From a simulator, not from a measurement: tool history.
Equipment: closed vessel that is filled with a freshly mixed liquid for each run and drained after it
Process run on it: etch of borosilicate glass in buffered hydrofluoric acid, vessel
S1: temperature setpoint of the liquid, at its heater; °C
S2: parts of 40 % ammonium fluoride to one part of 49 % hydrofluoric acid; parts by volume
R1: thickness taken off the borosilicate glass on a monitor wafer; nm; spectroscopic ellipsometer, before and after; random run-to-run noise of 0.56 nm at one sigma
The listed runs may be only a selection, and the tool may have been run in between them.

Run 1, hour 0: S1 20 °C, S2 7 parts by volume, time in the liquid (s) 35. Result: R1 43.954 nm.
Run 2, hour 2.8: S1 20.5 °C, S2 7 parts by volume, time in the liquid (s) 35. Result: R1 45.15 nm.
Run 3, hour 5.3: S1 20.5 °C, S2 6 parts by volume, time in the liquid (s) 35. Result: R1 52.9 nm.
Run 4, hour 12.1: S1 20.5 °C, S2 6 parts by volume, time in the liquid (s) 35. Result: R1 52.527 nm.
Run 5, hour 20.3: S1 20.5 °C, S2 7 parts by volume, time in the liquid (s) 35. Result: R1 45.75 nm.
Run 6, hour 27.1: S1 22 °C, S2 7 parts by volume, time in the liquid (s) 35. Result: R1 48.685 nm.
Run 7, hour 29.2: S1 22.5 °C, S2 7 parts by volume, time in the liquid (s) 35. Result: R1 50.168 nm.
Run 8, hour 37.1: S1 23 °C, S2 7 parts by volume, time in the liquid (s) 35. Result: R1 52.603 nm.
Run 9, hour 39.3: S1 24.5 °C, S2 7 parts by volume, time in the liquid (s) 35. Result: R1 56.736 nm.

Run 10, settings as shown, results not yet in. Your forecast:
Run 10, hour 44.7: S1 25 °C, S2 7 parts by volume, time in the liquid (s) 35. Result: R1 ?.

R1: 57.956 nm
